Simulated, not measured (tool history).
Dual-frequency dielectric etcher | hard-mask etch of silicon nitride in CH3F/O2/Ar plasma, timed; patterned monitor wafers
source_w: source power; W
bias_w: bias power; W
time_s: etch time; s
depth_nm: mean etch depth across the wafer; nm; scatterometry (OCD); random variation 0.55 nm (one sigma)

run 1 day=0.000 | source_w=340 bias_w=101 time_s=219.5 | depth_nm=180.51
run 2 day=0.108 | source_w=340 bias_w=101 time_s=228.5 | depth_nm=185.57
run 3 day=0.396 | source_w=340 bias_w=101 time_s=228.5 | depth_nm=186.66
run 4 day=0.471 | source_w=340 bias_w=101 time_s=228.5 | depth_nm=186.62
run 5 day=0.571 | source_w=340 bias_w=116 time_s=228.5 | depth_nm=199.88
run 6 day=0.933 | source_w=340 bias_w=126 time_s=228.5 | depth_nm=208.94
run 7 day=1.067 | source_w=310 bias_w=109 time_s=227.0 | depth_nm=186.05

Run 8 comes next. What will it give?
run 8 day=1.212 | source_w=280 bias_w=97 time_s=226.0 | depth_nm=?

depth_nm: 167.74 nm
